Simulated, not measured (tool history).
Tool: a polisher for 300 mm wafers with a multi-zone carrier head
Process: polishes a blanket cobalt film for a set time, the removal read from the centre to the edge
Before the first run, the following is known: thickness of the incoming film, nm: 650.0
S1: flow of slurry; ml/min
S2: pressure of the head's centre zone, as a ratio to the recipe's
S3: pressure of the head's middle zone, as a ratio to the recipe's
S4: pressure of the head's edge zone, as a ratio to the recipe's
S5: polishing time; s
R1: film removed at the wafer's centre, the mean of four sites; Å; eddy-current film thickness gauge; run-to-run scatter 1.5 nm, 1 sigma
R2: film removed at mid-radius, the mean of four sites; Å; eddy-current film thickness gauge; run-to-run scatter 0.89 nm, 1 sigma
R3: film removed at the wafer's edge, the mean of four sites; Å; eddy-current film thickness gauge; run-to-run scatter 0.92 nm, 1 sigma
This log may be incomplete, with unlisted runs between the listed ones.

{"run": 1, "hour": 0.0, "S1": 260, "S2": 1.0, "S3": 1.0, "S4": 1.0, "S5": 46, "R1": 1900.8, "R2": 1890.3, "R3": 1900.0}
{"run": 2, "hour": 5.6, "S1": 220, "S2": 1.0, "S3": 1.0, "S4": 1.0, "S5": 46, "R1": 1878.8, "R2": 1826.8, "R3": 1868.8}
{"run": 3, "hour": 6.9, "S1": 220, "S2": 1.04, "S3": 1.0, "S4": 1.0, "S5": 46, "R1": 1961.8, "R2": 1833.2, "R3": 1874.3}
{"run": 4, "hour": 8.2, "S1": 220, "S2": 1.04, "S3": 0.96, "S4": 1.0, "S5": 46, "R1": 1974.6, "R2": 1804.2, "R3": 1901.2}
{"run": 5, "hour": 16.0, "S1": 220, "S2": 1.04, "S3": 0.96, "S4": 0.93, "S5": 46, "R1": 1927.8, "R2": 1794.0, "R3": 1812.6}
{"run": 6, "hour": 18.8, "S1": 220, "S2": 1.03, "S3": 0.96, "S4": 0.91, "S5": 44, "R1": 1836.4, "R2": 1704.0, "R3": 1727.9}
{"run": 7, "hour": 21.7, "S1": 220, "S2": 1.02, "S3": 0.97, "S4": 0.9, "S5": 42, "R1": 1770.6, "R2": 1654.7, "R3": 1646.7}

Run 8 comes next. What will it give?
{"run": 8, "hour": 29.4, "S1": 220, "S2": 1.01, "S3": 0.97, "S4": 0.89, "S5": 41, "R1": "?", "R2": "?", "R3": "?"}

Run 8 gave R1 1660.8 Å, R2 1610.7 Å, R3 1597.5 Å.

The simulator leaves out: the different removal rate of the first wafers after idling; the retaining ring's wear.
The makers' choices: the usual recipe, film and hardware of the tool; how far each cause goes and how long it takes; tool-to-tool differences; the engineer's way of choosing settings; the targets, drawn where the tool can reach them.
